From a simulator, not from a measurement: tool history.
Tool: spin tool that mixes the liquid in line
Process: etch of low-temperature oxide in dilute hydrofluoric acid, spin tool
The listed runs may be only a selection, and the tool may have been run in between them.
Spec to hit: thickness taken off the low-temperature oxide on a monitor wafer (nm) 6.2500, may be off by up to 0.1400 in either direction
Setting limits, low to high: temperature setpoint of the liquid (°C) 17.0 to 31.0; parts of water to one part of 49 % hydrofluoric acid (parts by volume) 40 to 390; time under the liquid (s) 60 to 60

run	hour	temperature setpoint of the liquid (°C)	parts of water to one part of 49 % hydrofluoric acid (parts by volume)	time under the liquid (s)	thickness taken off the low-temperature oxide on a monitor wafer (nm)
1	0.0	23.0	215	60	6.9885
2	2.7	22.0	215	60	6.6760
3	7.5	22.0	170	60	8.9264
4	10.9	20.5	180	60	7.8463
5	18.7	19.5	185	60	7.2988
6	21.9	18.5	190	60	6.8409
7	26.5	18.0	190	60	6.7171
8	30.9	17.5	190	60	6.5685

Pick the move, out of 5, that brings all results within their allowed miss; only one does.
A	35.3	17.5	205	60	?
B	35.3	20.0	190	60	?
C	35.3	17.0	205	60	?
D	35.3	17.0	200	60	?
E	35.3	18.0	200	60	?

move	thickness taken off the low-temperature oxide on a monitor wafer (nm)
A	6.0037
B	7.2478
C	5.8858
D	6.0605
E	6.3058
A: pushes the last run's worst result past its target
B: the biggest miss grows against the last run
C: pushes the last run's worst result past its target
D: pushes the last run's worst result past its target
E: all results land within tolerance of their targets
Answer: E
